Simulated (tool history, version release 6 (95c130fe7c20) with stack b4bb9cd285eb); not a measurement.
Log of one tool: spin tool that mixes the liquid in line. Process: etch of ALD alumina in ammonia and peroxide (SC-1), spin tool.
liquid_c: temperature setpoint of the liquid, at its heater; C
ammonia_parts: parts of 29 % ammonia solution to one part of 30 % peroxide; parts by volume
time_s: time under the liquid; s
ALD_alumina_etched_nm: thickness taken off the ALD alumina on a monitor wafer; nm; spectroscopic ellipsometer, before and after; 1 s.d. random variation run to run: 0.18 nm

{"run": 1, "hour": 0.0, "liquid_c": 62.0, "ammonia_parts": 0.85, "time_s": 290, "ALD_alumina_etched_nm": 18.653}
{"run": 2, "hour": 2.8, "liquid_c": 62.5, "ammonia_parts": 0.85, "time_s": 290, "ALD_alumina_etched_nm": 19.087}
{"run": 3, "hour": 6.5, "liquid_c": 62.5, "ammonia_parts": 0.65, "time_s": 290, "ALD_alumina_etched_nm": 18.35}
{"run": 4, "hour": 12.2, "liquid_c": 63.0, "ammonia_parts": 0.65, "time_s": 290, "ALD_alumina_etched_nm": 19.121}
{"run": 5, "hour": 17.7, "liquid_c": 59.5, "ammonia_parts": 0.65, "time_s": 290, "ALD_alumina_etched_nm": 15.918}
{"run": 6, "hour": 21.8, "liquid_c": 60.5, "ammonia_parts": 0.65, "time_s": 290, "ALD_alumina_etched_nm": 16.802}
{"run": 7, "hour": 25.6, "liquid_c": 61.5, "ammonia_parts": 0.65, "time_s": 290, "ALD_alumina_etched_nm": 17.785}
{"run": 8, "hour": 29.5, "liquid_c": 61.5, "ammonia_parts": 0.65, "time_s": 290, "ALD_alumina_etched_nm": 17.578}
{"run": 9, "hour": 34.1, "liquid_c": 62.0, "ammonia_parts": 0.65, "time_s": 290, "ALD_alumina_etched_nm": 18.071}
{"run": 10, "hour": 41.2, "liquid_c": 62.5, "ammonia_parts": 0.65, "time_s": 290, "ALD_alumina_etched_nm": 18.537}
{"run": 11, "hour": 46.4, "liquid_c": 63.0, "ammonia_parts": 0.65, "time_s": 290, "ALD_alumina_etched_nm": 18.892}
{"run": 12, "hour": 47.3, "liquid_c": 63.5, "ammonia_parts": 0.65, "time_s": 290, "ALD_alumina_etched_nm": 19.473}

Estimate the outcome of run 13 from the log above:
{"run": 13, "hour": 48.9, "liquid_c": 64.0, "ammonia_parts": 0.65, "time_s": 290, "ALD_alumina_etched_nm": "?"}

ALD_alumina_etched_nm: 19.823 nm
